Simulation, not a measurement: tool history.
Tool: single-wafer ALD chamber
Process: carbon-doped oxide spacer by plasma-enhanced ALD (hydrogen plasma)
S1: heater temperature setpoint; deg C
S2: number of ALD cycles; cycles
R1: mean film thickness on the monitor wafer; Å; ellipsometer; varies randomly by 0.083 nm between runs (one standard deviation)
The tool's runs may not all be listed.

run 1 hour=0.0 | S1=400 S2=344 | R1=183.21
run 2 hour=8.6 | S1=400 S2=310 | R1=164.98
run 3 hour=12.9 | S1=409 S2=310 | R1=160.24
run 4 hour=22.2 | S1=408 S2=312 | R1=162.13
run 5 hour=31.8 | S1=407 S2=314 | R1=162.67
run 6 hour=36.8 | S1=407 S2=295 | R1=154.12
run 7 hour=43.6 | S1=405 S2=298 | R1=157.45
run 8 hour=51.6 | S1=403 S2=300 | R1=159.89

What will run 9 give?
run 9 hour=59.3 | S1=402 S2=301 | R1=?

R1: 158.63 Å
